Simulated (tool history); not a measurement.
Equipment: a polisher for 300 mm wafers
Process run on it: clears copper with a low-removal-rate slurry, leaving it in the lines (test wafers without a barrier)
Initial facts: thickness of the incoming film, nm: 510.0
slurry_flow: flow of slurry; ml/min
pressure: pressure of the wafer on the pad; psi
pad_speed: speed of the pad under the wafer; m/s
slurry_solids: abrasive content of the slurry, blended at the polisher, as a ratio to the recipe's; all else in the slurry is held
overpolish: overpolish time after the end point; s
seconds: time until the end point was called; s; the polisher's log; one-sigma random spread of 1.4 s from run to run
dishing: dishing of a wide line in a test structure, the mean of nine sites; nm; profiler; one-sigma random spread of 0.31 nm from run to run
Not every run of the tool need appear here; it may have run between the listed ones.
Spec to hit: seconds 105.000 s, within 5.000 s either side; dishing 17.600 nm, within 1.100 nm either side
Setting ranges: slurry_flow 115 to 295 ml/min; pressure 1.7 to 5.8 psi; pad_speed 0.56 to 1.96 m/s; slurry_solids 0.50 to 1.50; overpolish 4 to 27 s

run,hour,slurry_flow,pressure,pad_speed,slurry_solids,overpolish,seconds,dishing
1,0.0,190,3.7,1.26,1.00,14,101.730,44.070
2,4.9,170,3.7,1.26,1.00,14,101.900,42.833
3,5.6,160,3.5,1.30,1.00,12,104.890,36.277
4,9.8,150,3.3,1.38,0.95,11,109.570,33.001
5,10.7,150,3.7,1.38,0.95,11,98.282,36.165
6,17.5,145,3.4,1.46,1.00,10,101.340,32.202
7,23.7,140,3.2,1.54,1.10,9,97.451,31.537
8,28.1,135,3.1,1.62,1.00,8,100.140,27.446
9,30.4,130,3.1,1.68,0.90,7,100.100,24.861
10,31.9,130,3.1,1.72,0.85,6,96.247,21.366

Pick the move, out of 4, that brings all results within their allowed miss; only one does.
A,33.4,120,3.4,1.96,0.80,4,?,?
B,33.4,190,2.8,1.84,1.00,8,?,?
C,33.4,115,3.7,1.64,1.30,7,?,?
D,33.4,160,3.1,1.56,0.75,5,?,?

move,seconds,dishing
A,84.964,17.330
B,90.153,30.032
C,84.512,28.575
D,105.330,17.434
A: gets the furthest-off result to its target, but another result is out of tolerance
B: moves away from the targets compared with the last run
C: moves away from the targets compared with the last run
D: all results land within tolerance of their targets
Go with D: it meets all targets.
